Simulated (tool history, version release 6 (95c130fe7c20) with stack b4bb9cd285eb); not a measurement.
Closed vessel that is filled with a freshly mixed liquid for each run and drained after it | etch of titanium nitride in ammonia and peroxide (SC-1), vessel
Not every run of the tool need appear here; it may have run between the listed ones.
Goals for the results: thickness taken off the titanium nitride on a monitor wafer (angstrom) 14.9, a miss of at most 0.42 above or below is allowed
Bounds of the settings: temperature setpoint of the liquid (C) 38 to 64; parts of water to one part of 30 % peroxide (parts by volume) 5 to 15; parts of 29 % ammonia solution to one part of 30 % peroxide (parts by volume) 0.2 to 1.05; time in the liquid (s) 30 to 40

run	day	temperature setpoint of the liquid (C)	parts of water to one part of 30 % peroxide (parts by volume)	parts of 29 % ammonia solution to one part of 30 % peroxide (parts by volume)	time in the liquid (s)	thickness taken off the titanium nitride on a monitor wafer (angstrom)
1	0	48	8.5	0.55	40	30.815
2	0.042	46.5	8.5	0.55	40	27.786
3	0.088	52.5	8.5	0.55	40	42.078
4	0.412	50	8.5	0.55	40	35.447
5	0.571	48	8.5	0.55	40	31.088
6	0.617	55	8.5	0.55	40	50.007
7	0.992	52.5	8.5	0.55	40	42.385
8	1.279	50	8.5	0.55	40	35.646
9	1.392	48	8.5	0.55	40	30.94
10	1.733	46.5	8.5	0.55	40	27.601
11	1.892	38.5	8.5	0.55	40	15.711

Next run, 4 choices. One meets every target within its allowed miss, the rest don't. Which?
A	2.05	40	10.5	0.7	40	?
B	2.05	40.5	10	0.65	40	?
C	2.05	40	7	0.7	30	?
D	2.05	38	7	0.45	40	?

move	thickness taken off the titanium nitride on a monitor wafer (angstrom)
A	16.048
B	16.869
C	14.743
D	15.772
A: the biggest miss grows against the last run
B: the biggest miss grows against the last run
C: each result inside its tolerance
D: the biggest miss grows against the last run
So the answer is move C, the one that meets all the targets.
